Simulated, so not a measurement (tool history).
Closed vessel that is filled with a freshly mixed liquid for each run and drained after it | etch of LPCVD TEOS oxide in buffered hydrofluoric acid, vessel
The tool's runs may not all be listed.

| run | day | temperature setpoint of the liquid (K) | parts of 40 % ammonium fluoride to one part of 49 % hydrofluoric acid (parts by volume) | time in the liquid (s) | thickness taken off the LPCVD TEOS oxide on a monitor wafer (Å) |
|---|---|---|---|---|---|
| 1 | 0 | 294.15 | 8 | 95 | 4993.6 |
| 2 | 0.112 | 294.15 | 10 | 95 | 4111 |
| 3 | 0.175 | 293.65 | 10 | 95 | 3988.5 |
| 4 | 0.296 | 293.65 | 10 | 95 | 3990.3 |
| 5 | 0.671 | 293.15 | 10 | 95 | 3917.6 |
| 6 | 0.742 | 292.65 | 10 | 95 | 3794.9 |
| 7 | 0.788 | 292.15 | 10 | 95 | 3676.5 |

Run 8 comes next. What will it give?
| 8 | 0.892 | 291.65 | 10 | 95 | ? |

{"run 8": {"thickness taken off the LPCVD TEOS oxide on a monitor wafer (Å)": 3647.7}}
